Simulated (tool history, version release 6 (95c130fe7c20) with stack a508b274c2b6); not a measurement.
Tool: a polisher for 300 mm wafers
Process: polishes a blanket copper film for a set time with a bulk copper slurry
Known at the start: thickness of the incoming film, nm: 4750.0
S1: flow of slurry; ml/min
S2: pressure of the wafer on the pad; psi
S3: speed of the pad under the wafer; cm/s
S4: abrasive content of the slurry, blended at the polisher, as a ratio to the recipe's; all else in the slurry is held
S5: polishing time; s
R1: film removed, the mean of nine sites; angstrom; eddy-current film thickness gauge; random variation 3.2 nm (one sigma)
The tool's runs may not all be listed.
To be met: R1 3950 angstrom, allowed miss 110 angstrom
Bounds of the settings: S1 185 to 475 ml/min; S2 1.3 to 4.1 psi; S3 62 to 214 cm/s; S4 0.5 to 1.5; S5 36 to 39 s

run  hour   S1   S2   S3   S4  S5      R1
  1     0  305  2.7  138    1  39  4906.9
  2     1  305  2.7  138  0.9  39  4812.6
  3   6.9  305  2.6  138  0.9  39  4632.2
  4  10.7  305  2.5  138  0.9  39  4499.1
  5    12  305  2.5  138  0.9  36  4185.2
  6  20.7  305  2.5  138  1.1  36  4303.7
  7  22.6  305  2.5  138  1.1  36    4391
  8  26.4  305  2.3  138  1.1  36  4037.5

5 next moves are on the table. One of them brings every result within its allowed miss. Which?
  A  30.2  260  2.2  144  1.05  38   ?
  B  30.2  280  2.9  112   1.3  37   ?
  C  30.2  315  2.4  120  1.25  39   ?
  D  30.2  305  2.5  124  1.15  39   ?
  E  30.2  460  2.5  134   0.7  36   ?

move      R1
   A  4293.8
   B  4223.4
   C  4149.5
   D    4325
   E  4035.5
A: further off than the last run
B: further off than the last run
C: further off than the last run
D: further off than the last run
E: meets every target
Move E is the one to make.
